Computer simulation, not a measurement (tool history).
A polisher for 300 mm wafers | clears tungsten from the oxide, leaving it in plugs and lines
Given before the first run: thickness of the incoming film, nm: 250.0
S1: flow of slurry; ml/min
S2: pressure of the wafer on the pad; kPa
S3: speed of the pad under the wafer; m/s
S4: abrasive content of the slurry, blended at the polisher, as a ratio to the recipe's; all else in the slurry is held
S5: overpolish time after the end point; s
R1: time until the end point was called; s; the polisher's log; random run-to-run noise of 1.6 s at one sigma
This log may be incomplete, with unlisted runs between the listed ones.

run,hour,S1,S2,S3,S4,S5,R1
1,0,265,17.2,1.36,1,21,48.937
2,6.1,200,17.2,1.36,1,21,49.843
3,6.9,200,17.2,1.36,0.9,21,49.871
4,13,160,17.2,1.36,0.9,21,51.964
5,14.1,160,15.2,1.34,0.9,21,59.958
6,16.2,160,13.8,1.32,0.9,21,67.162
7,20.7,160,13.1,1.32,0.9,21,69.007

For run 8, what comes out?
8,29.6,160,12.4,1.32,0.9,21,?

R1: 75.901 s

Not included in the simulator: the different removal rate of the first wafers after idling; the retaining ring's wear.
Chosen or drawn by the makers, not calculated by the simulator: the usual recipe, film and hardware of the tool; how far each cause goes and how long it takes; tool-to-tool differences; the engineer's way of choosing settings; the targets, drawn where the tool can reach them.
